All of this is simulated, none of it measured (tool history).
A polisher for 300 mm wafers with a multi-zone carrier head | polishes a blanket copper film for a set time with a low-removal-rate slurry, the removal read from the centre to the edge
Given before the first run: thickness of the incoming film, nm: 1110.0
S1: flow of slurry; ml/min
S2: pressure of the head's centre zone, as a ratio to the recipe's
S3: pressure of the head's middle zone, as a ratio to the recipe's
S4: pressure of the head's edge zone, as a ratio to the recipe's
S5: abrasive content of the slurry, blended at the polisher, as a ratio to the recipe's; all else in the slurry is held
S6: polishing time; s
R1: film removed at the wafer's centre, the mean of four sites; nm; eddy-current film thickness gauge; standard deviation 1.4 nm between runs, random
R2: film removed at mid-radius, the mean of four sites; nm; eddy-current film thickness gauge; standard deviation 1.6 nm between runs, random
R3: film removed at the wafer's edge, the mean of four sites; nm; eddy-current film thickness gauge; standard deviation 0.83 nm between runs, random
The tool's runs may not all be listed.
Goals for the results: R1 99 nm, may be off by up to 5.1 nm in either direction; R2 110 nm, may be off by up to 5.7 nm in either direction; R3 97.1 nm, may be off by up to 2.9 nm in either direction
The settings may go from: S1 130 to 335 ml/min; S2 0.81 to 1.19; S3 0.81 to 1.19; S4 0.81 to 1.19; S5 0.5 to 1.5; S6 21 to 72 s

Run 1, hour 0: S1 215 ml/min, S2 1, S3 1, S4 1, S5 1, S6 46 s. Result: R1 108.82 nm, R2 103.57 nm, R3 104.69 nm.
Run 2, hour 2: S1 215 ml/min, S2 1.06, S3 1, S4 1, S5 1, S6 46 s. Result: R1 113.73 nm, R2 105.72 nm, R3 103.84 nm.
Run 3, hour 5.8: S1 215 ml/min, S2 1.12, S3 1, S4 1, S5 1, S6 46 s. Result: R1 119.52 nm, R2 107.41 nm, R3 105.39 nm.
Run 4, hour 14: S1 210 ml/min, S2 1.09, S3 1.02, S4 0.99, S5 1, S6 46 s. Result: R1 116.01 nm, R2 108.08 nm, R3 103.33 nm.
Run 5, hour 15: S1 205 ml/min, S2 1.07, S3 1.04, S4 0.99, S5 1, S6 46 s. Result: R1 115.48 nm, R2 106.76 nm, R3 102.03 nm.
At hour 19.6: worn pad replaced by a new one.
Run 6, hour 19.6: S1 205 ml/min, S2 1.01, S3 1.04, S4 0.99, S5 1, S6 46 s. Result: R1 118.11 nm, R2 118.13 nm, R3 110.33 nm.
Run 7, hour 23: S1 205 ml/min, S2 0.99, S3 1.04, S4 0.97, S5 0.9, S6 46 s. Result: R1 111.04 nm, R2 116.09 nm, R3 108.58 nm.
Run 8, hour 25.2: S1 205 ml/min, S2 0.99, S3 1.04, S4 0.95, S5 0.9, S6 45 s. Result: R1 112.18 nm, R2 111.95 nm, R3 104.77 nm.

Which one of the following 5 next-run settings gets every result inside its allowed miss? There is exactly one.
Run A, hour 27.4: S1 205 ml/min, S2 1, S3 1.11, S4 0.96, S5 0.95, S6 43 s. Result: R1 ?, R2 ?, R3 ?.
Run B, hour 27.4: S1 175 ml/min, S2 0.96, S3 1.12, S4 0.99, S5 0.9, S6 42 s. Result: R1 ?, R2 ?, R3 ?.
Run C, hour 27.4: S1 185 ml/min, S2 1.13, S3 0.95, S4 0.85, S5 1.05, S6 45 s. Result: R1 ?, R2 ?, R3 ?.
Run D, hour 27.4: S1 130 ml/min, S2 1.14, S3 1.01, S4 1.04, S5 0.55, S6 53 s. Result: R1 ?, R2 ?, R3 ?.
Run E, hour 27.4: S1 205 ml/min, S2 1.13, S3 0.88, S4 0.85, S5 1.15, S6 50 s. Result: R1 ?, R2 ?, R3 ?.

move      R1      R2      R3
   A  107.53  115.18  100.36
   B  98.813  110.32  97.263
   C  123.91  105.97  100.19
   D  127.09  114.27  114.24
   E  141.59   113.5  114.11
A: nearer the targets than the last run, but a result is still out of spec
B: in spec on every target
C: further off than the last run
D: further off than the last run
E: further off than the last run
B is the move that brings every result within its allowed miss.
